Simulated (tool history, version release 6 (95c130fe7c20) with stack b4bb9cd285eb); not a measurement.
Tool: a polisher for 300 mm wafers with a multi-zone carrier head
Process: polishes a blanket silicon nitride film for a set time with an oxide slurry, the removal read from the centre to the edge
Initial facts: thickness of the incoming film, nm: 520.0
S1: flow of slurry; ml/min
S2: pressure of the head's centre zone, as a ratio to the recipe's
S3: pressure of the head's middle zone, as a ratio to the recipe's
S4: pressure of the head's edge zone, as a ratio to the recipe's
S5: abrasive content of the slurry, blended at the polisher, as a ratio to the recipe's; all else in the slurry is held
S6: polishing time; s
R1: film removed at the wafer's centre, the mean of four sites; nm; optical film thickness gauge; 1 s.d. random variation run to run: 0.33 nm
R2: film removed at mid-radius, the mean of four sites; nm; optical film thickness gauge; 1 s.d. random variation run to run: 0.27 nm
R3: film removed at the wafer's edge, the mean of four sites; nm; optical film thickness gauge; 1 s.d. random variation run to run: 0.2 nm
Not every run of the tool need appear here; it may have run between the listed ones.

run  hour   S1    S2    S3    S4    S5  S6      R1      R2      R3
  1     0  270     1     1     1     1  39  35.303  34.961  34.375
  2   5.8  260  1.01     1  0.97     1  39  35.154  35.144  33.721
  3   9.8  210  1.01     1  0.97     1  39  34.361  34.289  33.484
  4  13.4  210  0.94     1  0.97     1  39  31.728   33.91  33.698
  5  19.7  210  0.94     1  1.02     1  39  31.802  33.501  33.469
  6  28.2  210  0.94     1  1.02  1.15  39  33.949  36.238  36.065
  7  32.1  220  0.98  1.01     1   1.1  39   35.03  36.032  35.563
  8    38  235  1.01  1.01  0.98  1.05  39  34.916  35.908  34.794
  9  45.2  250  1.04  1.01  0.95     1  39  35.465  34.712  33.536
 10  47.7  260  1.06  1.02  0.93  0.95  39   35.66  34.475  32.324
 11  52.2  260  1.07  1.02  0.91  0.95  39  35.955  34.426   31.91

Run 12 has not been measured yet. What should we expect?
 12  57.7  260  1.07  1.02  0.91  0.95  39   ?   ?   ?

R1: 35.699 nm
R2: 35.15 nm
R3: 31.866 nm
